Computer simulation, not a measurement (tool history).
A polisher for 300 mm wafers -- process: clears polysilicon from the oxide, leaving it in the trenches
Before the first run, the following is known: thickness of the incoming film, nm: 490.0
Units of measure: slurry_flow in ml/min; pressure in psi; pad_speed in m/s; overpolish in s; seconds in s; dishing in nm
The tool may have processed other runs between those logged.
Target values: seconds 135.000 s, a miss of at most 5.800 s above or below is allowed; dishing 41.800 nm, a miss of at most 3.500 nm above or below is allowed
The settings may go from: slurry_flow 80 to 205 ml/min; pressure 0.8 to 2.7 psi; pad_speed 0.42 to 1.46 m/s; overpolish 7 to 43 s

| run | hour | slurry_flow | pressure | pad_speed | overpolish | seconds | dishing |
|---|---|---|---|---|---|---|---|
| 1 | 0.0 | 135 | 1.7 | 0.94 | 22 | 66.375 | 59.448 |
| 2 | 0.7 | 135 | 1.7 | 0.76 | 22 | 79.002 | 57.162 |
| 3 | 4.2 | 135 | 1.5 | 0.76 | 20 | 89.852 | 50.022 |
| 4 | 12.1 | 135 | 1.2 | 0.76 | 20 | 111.560 | 44.973 |
| 5 | 13.7 | 130 | 1.1 | 0.76 | 21 | 120.590 | 46.831 |
| 6 | 14.8 | 130 | 1.1 | 0.76 | 20 | 122.530 | 45.470 |
| 7 | 19.1 | 130 | 1.1 | 0.76 | 19 | 122.730 | 41.059 |
| 8 | 26.5 | 120 | 0.9 | 0.76 | 21 | 151.520 | 40.227 |

Which of these 5 next moves meets every target?
| A | 33.9 | 110 | 1.2 | 0.72 | 18 | ? | ? |
| B | 33.9 | 125 | 1.1 | 0.70 | 21 | ? | ? |
| C | 33.9 | 120 | 1.0 | 0.84 | 18 | ? | ? |
| D | 33.9 | 145 | 1.0 | 0.84 | 18 | ? | ? |
| E | 33.9 | 100 | 1.1 | 0.82 | 14 | ? | ? |

| move | seconds | dishing |
|---|---|---|
| A | 120.410 | 41.970 |
| B | 130.720 | 43.727 |
| C | 121.120 | 41.828 |
| D | 116.680 | 42.738 |
| E | 118.170 | 36.342 |
A: pushes the last run's worst result past its target
B: meets every target
C: pushes the last run's worst result past its target
D: pushes the last run's worst result past its target
E: pushes the last run's worst result past its target
Answer: B
